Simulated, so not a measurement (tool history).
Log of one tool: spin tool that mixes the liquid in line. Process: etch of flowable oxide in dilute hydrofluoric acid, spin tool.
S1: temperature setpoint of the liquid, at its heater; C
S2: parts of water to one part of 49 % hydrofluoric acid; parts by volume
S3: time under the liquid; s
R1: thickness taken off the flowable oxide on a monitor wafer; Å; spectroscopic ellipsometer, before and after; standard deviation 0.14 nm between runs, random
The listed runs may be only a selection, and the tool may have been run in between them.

| run | hour | S1 | S2 | S3 | R1 |
|---|---|---|---|---|---|
| 1 | 0.0 | 23.0 | 70 | 15 | 68.278 |
| 2 | 8.5 | 25.5 | 55 | 15 | 97.628 |
| 3 | 15.7 | 25.5 | 70 | 15 | 74.924 |
| 4 | 22.5 | 25.5 | 85 | 15 | 60.480 |
| 5 | 26.3 | 25.5 | 85 | 15 | 60.795 |
| 6 | 30.2 | 25.5 | 85 | 15 | 60.424 |

Estimate the outcome of run 7 from the log above:
| 7 | 36.7 | 27.5 | 65 | 15 | ? |

For run 7 the tool returned R1 88.672 Å.

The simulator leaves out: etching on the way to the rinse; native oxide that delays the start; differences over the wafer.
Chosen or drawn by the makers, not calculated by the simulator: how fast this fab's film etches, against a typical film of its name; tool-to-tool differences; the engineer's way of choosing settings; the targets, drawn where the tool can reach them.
